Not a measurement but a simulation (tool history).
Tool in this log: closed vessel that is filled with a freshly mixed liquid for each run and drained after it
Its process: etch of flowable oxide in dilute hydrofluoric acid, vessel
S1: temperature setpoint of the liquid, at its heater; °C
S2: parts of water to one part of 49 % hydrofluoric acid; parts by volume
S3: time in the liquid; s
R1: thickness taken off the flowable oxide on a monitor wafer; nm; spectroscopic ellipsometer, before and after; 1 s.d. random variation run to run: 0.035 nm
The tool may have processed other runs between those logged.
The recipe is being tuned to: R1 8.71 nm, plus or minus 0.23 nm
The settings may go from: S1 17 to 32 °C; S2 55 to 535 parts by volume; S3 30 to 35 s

run	hour	S1	S2	S3	R1
1	0	24	295	35	5.7107
2	1.7	22.5	295	35	5.4309
3	3.2	22.5	295	30	4.6547
4	10.3	25	295	30	5.0474
5	17.5	25	295	30	5.062
6	19	25	295	30	5.1015
7	27.8	26	265	30	6.0471
8	29.5	27	250	30	6.7289
9	34.9	28	240	30	7.3309
10	41.2	29	235	30	7.8126
11	46.4	29.5	235	30	7.9185
12	54	30	235	30	8.0286
13	58.5	30.5	235	30	8.2169
14	65.2	31	235	30	8.381

Exactly one of the 4 candidate moves below puts every result within its allowed miss. Which one?
A	71.9	32	245	35	?
B	71.9	31.5	275	35	?
C	71.9	30.5	245	35	?
D	71.9	30	250	35	?

move	R1
A	9.5501
B	8.0789
C	9.0897
D	8.71
A: takes the biggest miss from the last run beyond its target
B: the biggest miss grows against the last run
C: takes the biggest miss from the last run beyond its target
D: in spec on every target
Answer: D

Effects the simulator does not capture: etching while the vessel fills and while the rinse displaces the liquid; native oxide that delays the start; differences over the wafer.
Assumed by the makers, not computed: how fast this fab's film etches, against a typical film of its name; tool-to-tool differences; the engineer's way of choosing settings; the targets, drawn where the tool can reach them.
